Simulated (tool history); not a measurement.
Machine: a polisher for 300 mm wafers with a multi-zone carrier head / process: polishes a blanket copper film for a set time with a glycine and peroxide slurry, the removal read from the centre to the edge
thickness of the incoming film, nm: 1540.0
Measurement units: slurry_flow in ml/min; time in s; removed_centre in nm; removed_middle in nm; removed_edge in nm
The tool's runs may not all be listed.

run  hour  slurry_flow  centre_zone  middle_zone  edge_zone  time  removed_centre  removed_middle  removed_edge
  1   0.0          295         1.00         1.00       1.00    33          224.36         219.060        224.13
  2   2.3          270         0.98         0.97       0.96    28          188.35         180.320        186.54
  3   9.0          270         0.98         0.97       1.04    28          179.57         178.330        192.28
  4  13.6          270         0.98         0.97       1.12    28          183.28         180.440        196.72
  5  15.7          270         0.98         0.97       1.12    36          232.36         232.430        256.55
  6  22.5          270         0.98         0.97       1.12    40          261.04         256.800        287.05
  7  30.3          245         0.97         0.96       1.05    34          220.81         218.010        232.21
  8  34.5          225         0.94         0.93       1.00    29          180.06         175.280        192.63
  9  43.1          210         0.93         0.93       0.97    25          150.11         153.020        163.80
 10  49.9          210         0.93         0.92       0.94    23          138.12         140.890        148.13
 11  54.0          205         0.92         0.83       0.84    18          107.48         100.410        110.23
 12  54.7          215         0.92         0.85       0.85    18          108.01         102.490        111.31

Estimate the outcome of run 13 from the log above:
 13  59.8          215         0.92         0.86       0.86    18               ?               ?             ?

Run 13 produced removed_centre 105.84 nm, removed_middle 99.825 nm, removed_edge 111.13 nm.

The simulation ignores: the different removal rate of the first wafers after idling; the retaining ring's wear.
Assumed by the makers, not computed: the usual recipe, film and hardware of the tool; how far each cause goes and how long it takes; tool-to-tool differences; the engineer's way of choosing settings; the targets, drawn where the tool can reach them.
